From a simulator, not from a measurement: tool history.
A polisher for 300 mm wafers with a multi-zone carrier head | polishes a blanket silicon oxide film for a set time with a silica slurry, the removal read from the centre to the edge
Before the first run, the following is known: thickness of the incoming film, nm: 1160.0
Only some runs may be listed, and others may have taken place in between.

| run | hour | flow of slurry (ml/min) | pressure of the head's centre zone | pressure of the head's middle zone | pressure of the head's edge zone | abrasive content of the slurry | polishing time (s) | film removed at the wafer's centre (angstrom) | film removed at mid-radius (angstrom) | film removed at the wafer's edge (angstrom) |
|---|---|---|---|---|---|---|---|---|---|---|
| 1 | 0.0 | 180 | 1.00 | 1.00 | 1.00 | 1.00 | 71 | 2014.0 | 2087.6 | 2033.7 |
| 2 | 8.7 | 180 | 1.00 | 0.96 | 1.00 | 1.00 | 71 | 2056.0 | 2001.4 | 2017.8 |
| 3 | 16.5 | 180 | 1.00 | 0.96 | 1.00 | 1.15 | 71 | 2131.6 | 2064.8 | 2115.5 |
| 4 | 18.8 | 180 | 1.00 | 0.96 | 1.00 | 1.15 | 60 | 1798.9 | 1741.1 | 1808.9 |
| 5 | 23.4 | 185 | 1.00 | 0.98 | 1.03 | 1.20 | 61 | 1829.4 | 1846.6 | 1893.6 |
| 6 | 31.1 | 230 | 1.00 | 0.98 | 1.03 | 1.20 | 61 | 1924.2 | 1924.8 | 1933.4 |
| 7 | 39.8 | 225 | 1.00 | 0.99 | 1.05 | 1.25 | 63 | 2014.2 | 2036.5 | 2062.8 |
| 8 | 43.8 | 235 | 0.96 | 1.04 | 1.15 | 1.50 | 64 | 2086.4 | 2259.6 | 2312.6 |

What does the tool deliver on the next run?
| 9 | 48.0 | 240 | 0.96 | 1.04 | 1.16 | 1.50 | 65 | ? | ? | ? |

film removed at the wafer's centre (angstrom): 2093.8
film removed at mid-radius (angstrom): 2294.8
film removed at the wafer's edge (angstrom): 2330.5

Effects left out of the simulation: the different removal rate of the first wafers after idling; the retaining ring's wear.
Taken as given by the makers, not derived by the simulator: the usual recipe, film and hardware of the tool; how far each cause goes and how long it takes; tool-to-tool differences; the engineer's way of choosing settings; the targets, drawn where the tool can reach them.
